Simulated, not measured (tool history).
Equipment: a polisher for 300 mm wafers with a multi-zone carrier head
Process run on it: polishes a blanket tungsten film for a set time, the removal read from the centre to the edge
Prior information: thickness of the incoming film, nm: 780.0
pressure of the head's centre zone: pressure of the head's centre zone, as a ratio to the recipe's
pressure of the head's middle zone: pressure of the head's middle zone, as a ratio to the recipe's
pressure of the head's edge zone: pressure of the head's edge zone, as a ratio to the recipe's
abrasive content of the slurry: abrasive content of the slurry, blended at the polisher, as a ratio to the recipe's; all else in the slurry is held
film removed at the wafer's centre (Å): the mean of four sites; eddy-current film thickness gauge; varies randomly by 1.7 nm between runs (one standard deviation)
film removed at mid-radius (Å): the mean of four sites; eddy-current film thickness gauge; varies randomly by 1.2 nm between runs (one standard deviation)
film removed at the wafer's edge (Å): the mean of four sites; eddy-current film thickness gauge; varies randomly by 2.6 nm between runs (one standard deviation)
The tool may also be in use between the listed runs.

| run | hour | flow of slurry (ml/min) | pressure of the head's centre zone | pressure of the head's middle zone | pressure of the head's edge zone | abrasive content of the slurry | polishing time (s) | film removed at the wafer's centre (Å) | film removed at mid-radius (Å) | film removed at the wafer's edge (Å) |
|---|---|---|---|---|---|---|---|---|---|---|
| 1 | 0 | 195 | 1 | 1 | 1 | 1 | 55 | 3011.9 | 3016.9 | 2942.4 |
| 2 | 4.6 | 195 | 1 | 1 | 1 | 1.1 | 55 | 3085.3 | 3123.6 | 3058.3 |
| 3 | 8.6 | 190 | 0.99 | 0.99 | 0.98 | 1.05 | 54 | 2961.4 | 2987.9 | 2908.2 |
| 4 | 15.7 | 185 | 0.98 | 0.98 | 0.97 | 1 | 53 | 2867.8 | 2867 | 2776.6 |
| 5 | 16.9 | 180 | 0.96 | 0.97 | 0.97 | 0.95 | 52 | 2673.6 | 2745.1 | 2619.3 |
| 6 | 24.8 | 180 | 0.96 | 0.97 | 0.97 | 1.1 | 52 | 2756.8 | 2872.6 | 2830.4 |
| 7 | 26.7 | 180 | 0.96 | 0.97 | 0.97 | 1.1 | 52 | 2750.8 | 2855.8 | 2779.6 |

What does the tool deliver on the next run?
| 8 | 31.8 | 175 | 0.95 | 0.95 | 0.97 | 1.05 | 51 | ? | ? | ? |

film removed at the wafer's centre (Å): 2616.8
film removed at mid-radius (Å): 2694.6
film removed at the wafer's edge (Å): 2736.4
